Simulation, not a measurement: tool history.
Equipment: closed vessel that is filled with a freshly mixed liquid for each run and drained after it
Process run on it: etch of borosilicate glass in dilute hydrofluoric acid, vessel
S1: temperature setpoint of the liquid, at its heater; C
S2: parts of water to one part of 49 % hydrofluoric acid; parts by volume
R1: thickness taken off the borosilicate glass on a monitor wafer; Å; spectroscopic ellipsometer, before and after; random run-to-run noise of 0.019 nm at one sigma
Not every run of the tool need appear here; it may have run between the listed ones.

run 1 day=0 | S1=22 S2=95 time_in_the_liquid_(s)=35 | R1=73.248
run 2 day=0.071 | S1=22 S2=95 time_in_the_liquid_(s)=35 | R1=73.996
run 3 day=0.4 | S1=22 S2=95 time_in_the_liquid_(s)=35 | R1=72.235
run 4 day=0.612 | S1=20.5 S2=110 time_in_the_liquid_(s)=35 | R1=58.269
run 5 day=0.729 | S1=20.5 S2=110 time_in_the_liquid_(s)=35 | R1=58.575
run 6 day=1 | S1=22 S2=110 time_in_the_liquid_(s)=35 | R1=62.292
run 7 day=1.125 | S1=20.5 S2=120 time_in_the_liquid_(s)=35 | R1=53.442

What will run 8 give?
-- day=1.388 thermometer replaced
run 8 day=1.388 | S1=19.5 S2=130 time_in_the_liquid_(s)=35 | R1=?

For run 8 the tool returned R1 50.559 Å.
